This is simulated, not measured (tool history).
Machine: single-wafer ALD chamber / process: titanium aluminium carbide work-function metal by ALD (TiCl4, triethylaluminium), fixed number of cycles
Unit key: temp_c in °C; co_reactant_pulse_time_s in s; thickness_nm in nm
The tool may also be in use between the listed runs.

run	hour	temp_c	co_reactant_pulse_time_s	thickness_nm
1	0	305	8.73	1.8793
2	4.6	305	10.71	1.9309
3	6.2	299	8.71	1.8194
4	13.3	294	7.31	1.7266
5	19	291	6.51	1.6438
6	20.9	289	6.26	1.6031
7	29.6	287	6.17	1.5833

What will run 8 give?
8	33.4	286	6.11	?

thickness_nm: 1.5723 nm
